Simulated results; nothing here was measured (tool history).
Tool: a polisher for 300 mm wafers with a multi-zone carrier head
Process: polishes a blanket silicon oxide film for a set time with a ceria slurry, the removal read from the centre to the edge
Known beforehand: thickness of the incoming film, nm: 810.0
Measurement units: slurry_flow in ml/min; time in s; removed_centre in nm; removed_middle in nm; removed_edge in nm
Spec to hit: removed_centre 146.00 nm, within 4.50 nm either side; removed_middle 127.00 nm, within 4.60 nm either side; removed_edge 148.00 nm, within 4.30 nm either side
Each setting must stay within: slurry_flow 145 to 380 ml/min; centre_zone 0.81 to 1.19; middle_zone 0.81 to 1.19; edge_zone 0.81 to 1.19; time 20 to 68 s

run,hour,slurry_flow,centre_zone,middle_zone,edge_zone,time,removed_centre,removed_middle,removed_edge
1,0.0,245,1.00,1.00,1.00,44,146.89,147.97,148.40
2,5.6,240,1.00,0.98,1.00,44,144.71,144.80,148.44
3,9.3,235,1.01,0.96,1.00,44,147.07,142.62,146.44
4,14.8,235,1.01,0.96,1.00,52,175.53,167.72,172.33
5,15.8,230,1.01,0.94,1.00,51,169.69,162.95,171.20
6,19.1,230,1.01,0.94,1.00,59,199.33,186.23,198.69
7,21.3,225,1.01,0.92,1.00,57,187.48,177.11,189.58
8,28.4,225,1.02,0.91,1.00,55,184.65,168.84,182.52

Below are 5 possible settings for the next run. Only one of them brings all results inside the allowed miss of their targets. Which is it?
A,35.5,245,1.01,0.83,1.02,44,?,?,?
B,35.5,235,1.06,0.96,0.89,46,?,?,?
C,35.5,245,1.18,1.01,0.96,39,?,?,?
D,35.5,170,1.12,1.00,0.86,46,?,?,?
E,35.5,225,0.86,1.03,0.90,44,?,?,?

move,removed_centre,removed_middle,removed_edge
A,147.63,129.82,149.11
B,161.46,150.08,146.87
C,153.22,132.53,128.63
D,164.36,149.47,141.26
E,124.55,150.75,140.53
A: all results in spec
B: better than the last run, though not everything is in spec
C: better than the last run, though not everything is in spec
D: better than the last run, though not everything is in spec
E: better than the last run, though not everything is in spec
Correct choice: A, which meets every target
